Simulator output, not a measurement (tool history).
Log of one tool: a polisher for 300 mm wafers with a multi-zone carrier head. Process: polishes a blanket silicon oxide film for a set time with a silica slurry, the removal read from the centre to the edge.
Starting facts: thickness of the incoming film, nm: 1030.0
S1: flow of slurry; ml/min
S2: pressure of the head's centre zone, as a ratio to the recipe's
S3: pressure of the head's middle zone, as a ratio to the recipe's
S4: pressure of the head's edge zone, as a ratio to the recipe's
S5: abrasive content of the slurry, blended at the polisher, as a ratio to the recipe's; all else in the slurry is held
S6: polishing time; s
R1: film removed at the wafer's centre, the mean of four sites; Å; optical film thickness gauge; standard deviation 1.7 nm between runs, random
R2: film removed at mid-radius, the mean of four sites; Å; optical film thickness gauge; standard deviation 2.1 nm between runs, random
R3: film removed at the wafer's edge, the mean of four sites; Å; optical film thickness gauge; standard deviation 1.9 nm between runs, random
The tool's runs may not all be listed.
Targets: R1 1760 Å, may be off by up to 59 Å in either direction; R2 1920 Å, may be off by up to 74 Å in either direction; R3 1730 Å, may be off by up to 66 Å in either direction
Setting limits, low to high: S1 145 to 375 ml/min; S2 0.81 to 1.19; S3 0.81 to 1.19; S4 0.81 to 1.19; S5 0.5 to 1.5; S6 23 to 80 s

run,hour,S1,S2,S3,S4,S5,S6,R1,R2,R3
1,0,240,1,1,1,1,51,2620.5,2596.1,2660.3
2,1.2,240,1,0.92,1,1,51,2585.8,2449.5,2610.5
3,9.2,245,0.99,0.94,0.97,0.9,50,2409.5,2346.3,2419.7
4,12,245,1.05,0.94,0.97,0.9,50,2584.3,2329.6,2442.9
5,19.7,250,1.03,0.95,0.94,0.85,49,2422.8,2307.2,2277.5
6,26.4,250,1.01,0.94,0.92,0.8,49,2312,2204,2259.4
7,27.7,260,1.01,0.96,0.91,0.75,48,2249,2183.3,2134.6
8,30.2,250,0.91,0.98,0.83,0.5,46,1683,1837.6,1696.8
9,39,255,0.91,0.98,0.83,0.5,46,1707.6,1836.6,1705

5 candidate next runs follow, results not yet known. Just one meets every target within its allowed miss. Identify it.
A,47.8,200,0.94,1.01,0.81,0.5,49,?,?,?
B,47.8,305,0.82,0.89,0.81,0.55,45,?,?,?
C,47.8,255,0.91,0.93,0.83,0.5,45,?,?,?
D,47.8,245,0.92,0.96,0.89,0.5,46,?,?,?
E,47.8,210,0.89,1.07,0.81,0.6,44,?,?,?

move,R1,R2,R3
A,1770,1943.9,1755.9
B,1555.6,1805.4,1740.4
C,1635.1,1756.9,1674.9
D,1680.7,1821.8,1759.3
E,1617.7,1946,1689.4
A: meets every target
B: further off than the last run
C: further off than the last run
D: further off than the last run
E: brings the result that was furthest off to its target, and leaves another outside
A meets every target.

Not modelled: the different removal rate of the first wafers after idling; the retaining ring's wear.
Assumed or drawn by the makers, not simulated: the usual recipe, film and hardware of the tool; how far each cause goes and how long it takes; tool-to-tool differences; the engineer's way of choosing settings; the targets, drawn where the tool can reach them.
